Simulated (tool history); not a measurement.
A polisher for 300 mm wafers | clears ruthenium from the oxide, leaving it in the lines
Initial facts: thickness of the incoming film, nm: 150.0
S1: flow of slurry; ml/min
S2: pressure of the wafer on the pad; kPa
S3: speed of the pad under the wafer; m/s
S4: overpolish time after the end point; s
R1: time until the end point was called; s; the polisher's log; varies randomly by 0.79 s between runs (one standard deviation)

| run | day | S1 | S2 | S3 | S4 | R1 |
|---|---|---|---|---|---|---|
| 1 | 0 | 205 | 17.9 | 0.98 | 16 | 104.9 |
| 2 | 0.029 | 205 | 17.9 | 1.12 | 16 | 95.972 |
| 3 | 0.067 | 220 | 17.9 | 1.12 | 16 | 92.692 |
| 4 | 0.379 | 220 | 19.3 | 1.12 | 16 | 88.761 |
| 5 | 0.646 | 220 | 20 | 1.12 | 16 | 88.339 |
| 6 | 0.725 | 220 | 17.9 | 1.12 | 16 | 95.383 |
| 7 | 1.008 | 220 | 19.3 | 1.12 | 16 | 88.13 |
| 8 | 1.308 | 220 | 20 | 1.12 | 16 | 84.724 |
| 9 | 1.388 | 220 | 20.7 | 1.12 | 16 | 83.154 |

What does the tool deliver on the next run?
| 10 | 1.654 | 220 | 21.4 | 1.12 | 16 | ? |

{"run 10": {"R1": 81.504}}
